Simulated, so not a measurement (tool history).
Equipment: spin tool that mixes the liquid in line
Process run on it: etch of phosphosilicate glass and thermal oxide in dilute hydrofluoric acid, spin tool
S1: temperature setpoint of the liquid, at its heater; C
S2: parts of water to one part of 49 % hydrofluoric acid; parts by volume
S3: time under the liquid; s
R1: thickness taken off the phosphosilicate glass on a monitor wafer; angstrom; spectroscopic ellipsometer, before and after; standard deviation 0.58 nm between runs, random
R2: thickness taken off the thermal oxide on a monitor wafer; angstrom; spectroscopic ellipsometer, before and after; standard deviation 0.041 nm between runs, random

| run | hour | S1 | S2 | S3 | R1 | R2 |
|---|---|---|---|---|---|---|
| 1 | 0 | 22 | 60 | 30 | 481.06 | 24.173 |
| 2 | 6.8 | 24.5 | 60 | 30 | 533.14 | 26.36 |
| 3 | 8.6 | 24.5 | 60 | 45 | 799.2 | 40.423 |
| 4 | 14 | 23 | 60 | 45 | 756.51 | 37.28 |
| 5 | 15.1 | 23 | 60 | 30 | 494.42 | 25.08 |
|  | 23.5 | hydrofluoric acid flow meter replaced |
| 6 | 23.5 | 23 | 60 | 40 | 713.25 | 35.588 |

Run 7, settings as shown, results not yet in. Your forecast:
| 7 | 24.9 | 22 | 60 | 40 | ? | ? |

{"run 7": {"R1": 678.92, "R2": 33.529}}

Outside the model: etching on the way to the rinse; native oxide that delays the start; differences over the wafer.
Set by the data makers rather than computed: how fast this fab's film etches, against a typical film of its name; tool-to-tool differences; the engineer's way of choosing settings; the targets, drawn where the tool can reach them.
